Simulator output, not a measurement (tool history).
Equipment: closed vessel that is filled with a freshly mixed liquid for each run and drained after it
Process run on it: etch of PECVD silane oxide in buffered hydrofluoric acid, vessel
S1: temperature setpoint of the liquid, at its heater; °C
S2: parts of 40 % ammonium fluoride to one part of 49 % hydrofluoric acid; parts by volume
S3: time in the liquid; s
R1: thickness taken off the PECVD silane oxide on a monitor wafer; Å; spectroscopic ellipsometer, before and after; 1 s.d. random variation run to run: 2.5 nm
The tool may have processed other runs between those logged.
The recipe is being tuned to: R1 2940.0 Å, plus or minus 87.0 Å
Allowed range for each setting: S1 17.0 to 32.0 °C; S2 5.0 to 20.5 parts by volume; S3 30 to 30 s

| run | day | S1 | S2 | S3 | R1 |
|---|---|---|---|---|---|
| 1 | 0.000 | 24.0 | 12.5 | 30 | 1152.6 |
| 2 | 0.354 | 24.0 | 9.5 | 30 | 1500.3 |
| 3 | 0.650 | 24.0 | 9.5 | 30 | 1476.6 |
| 4 | 0.683 | 25.0 | 9.0 | 30 | 1609.5 |
| 5 | 1.000 | 26.5 | 9.0 | 30 | 1789.0 |
| 6 | 1.342 | 27.0 | 8.5 | 30 | 1916.3 |
| 7 | 1.462 | 27.5 | 8.5 | 30 | 2006.7 |
| 8 | 1.783 | 28.0 | 8.5 | 30 | 2026.9 |
| 9 | 1.892 | 28.0 | 8.5 | 30 | 2007.9 |

Below are 4 possible settings for the next run. Only one of them brings all results inside the allowed miss of their targets. Which is it?
| A | 2.000 | 31.0 | 7.5 | 30 | ? |
| B | 2.000 | 25.0 | 5.5 | 30 | ? |
| C | 2.000 | 32.0 | 6.5 | 30 | ? |
| D | 2.000 | 31.0 | 7.0 | 30 | ? |

| move | R1 |
|---|---|
| A | 2755.8 |
| B | 2656.5 |
| C | 3333.7 |
| D | 2968.5 |
A: an improvement on the last run, though not all results are within tolerance
B: an improvement on the last run, though not all results are within tolerance
C: moves the result that the last run missed by most past its target, out the other side
D: each result inside its tolerance
Answer: D

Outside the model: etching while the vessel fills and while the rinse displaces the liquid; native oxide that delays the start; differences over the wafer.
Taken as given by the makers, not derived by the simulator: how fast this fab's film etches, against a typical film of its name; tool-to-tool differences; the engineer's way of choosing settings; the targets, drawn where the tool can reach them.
